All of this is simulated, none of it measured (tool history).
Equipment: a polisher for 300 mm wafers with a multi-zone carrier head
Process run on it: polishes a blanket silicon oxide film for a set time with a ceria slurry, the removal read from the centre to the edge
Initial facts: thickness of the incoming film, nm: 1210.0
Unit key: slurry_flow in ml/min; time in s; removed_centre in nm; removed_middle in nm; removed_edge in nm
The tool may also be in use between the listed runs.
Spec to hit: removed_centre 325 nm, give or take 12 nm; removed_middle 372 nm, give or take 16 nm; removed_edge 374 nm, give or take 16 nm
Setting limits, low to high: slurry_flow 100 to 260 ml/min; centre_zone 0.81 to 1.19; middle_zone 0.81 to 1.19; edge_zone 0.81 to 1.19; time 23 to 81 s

run  hour  slurry_flow  centre_zone  middle_zone  edge_zone  time  removed_centre  removed_middle  removed_edge
  1     0          165            1            1          1    52          263.85          264.57        262.89
  2   5.8          165            1            1          1    61          308.33           313.9        309.11
  3   7.6          175         0.98         1.02       1.05    62          311.42           325.5        331.73
  4  14.9          185         0.97         1.05       1.07    63          313.11          339.36        333.31
  5  17.6          185         0.97         1.05       1.02    63          318.38           344.2        330.77
  6  20.7          185         1.03         1.05       1.02    63          328.06          344.42        331.96
  7  29.3          190         1.01         1.06       1.06    64          328.24           345.9        348.01
  8  30.8          195         0.99         1.08       1.08    65          335.53          363.51         347.5

5 next moves are on the table. One of them brings every result within its allowed miss. Which?
  A  32.3          230         0.99         1.13       1.07    60               ?               ?             ?
  B  32.3          165         0.91         1.04       1.08    70               ?               ?             ?
  C  32.3          195         0.95         1.19       1.09    62               ?               ?             ?
  D  32.3          200         0.94         1.19       1.08    61               ?               ?             ?
  E  32.3          180         0.99         1.08       1.05    66               ?               ?             ?

move  removed_centre  removed_middle  removed_edge
   A          315.07          354.79        328.37
   B           318.9          371.19        371.19
   C          304.51          372.06        336.47
   D          297.68          367.47        330.43
   E          332.96          364.69        348.73
A: misses by more than the last run did
B: all results in spec
C: misses by more than the last run did
D: misses by more than the last run did
E: just as far off the targets as the last run
Answer: B

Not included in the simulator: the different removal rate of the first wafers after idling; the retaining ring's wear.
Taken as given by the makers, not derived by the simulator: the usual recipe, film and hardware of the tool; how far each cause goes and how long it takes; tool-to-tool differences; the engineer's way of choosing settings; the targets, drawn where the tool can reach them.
